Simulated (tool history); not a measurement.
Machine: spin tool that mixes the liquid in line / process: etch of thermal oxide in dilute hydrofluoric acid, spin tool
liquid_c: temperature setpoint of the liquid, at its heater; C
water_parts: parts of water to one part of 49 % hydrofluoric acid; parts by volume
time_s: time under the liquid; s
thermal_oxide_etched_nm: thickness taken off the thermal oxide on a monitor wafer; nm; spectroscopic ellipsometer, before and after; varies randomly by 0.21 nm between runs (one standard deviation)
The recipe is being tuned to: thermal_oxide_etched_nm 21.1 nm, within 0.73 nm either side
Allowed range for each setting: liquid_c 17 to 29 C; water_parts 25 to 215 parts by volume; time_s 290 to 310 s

run,hour,liquid_c,water_parts,time_s,thermal_oxide_etched_nm
1,0,21,120,290,10.147
2,4.5,22.5,110,290,12.12
3,11.9,22.5,150,290,8.3795
4,15.6,22.5,150,290,8.5007
5,17.5,23.5,140,290,9.5206
6,19.6,23.5,120,290,11.237
7,26.9,24.5,110,290,12.937
8,32.2,25,105,290,14.001
9,39.5,25.5,100,290,14.992
10,47.7,25.5,100,290,15.235
11,51.9,29,75,290,23.644
12,60.2,28.5,75,290,23.942
13,66.2,28,75,290,22.988
14,70,27.5,75,290,22.414
15,71.3,27,75,290,22.173

4 candidate next runs follow, results not yet known. Just one meets every target within its allowed miss. Identify it.
A,72.6,29,90,310,?
B,72.6,27,70,290,?
C,72.6,27.5,85,290,?
D,72.6,28,70,295,?

move,thermal_oxide_etched_nm
A,21.169
B,24.225
C,19.929
D,25.631
A: in spec on every target
B: further off than the last run
C: takes the biggest miss from the last run beyond its target
D: further off than the last run
A meets every target.
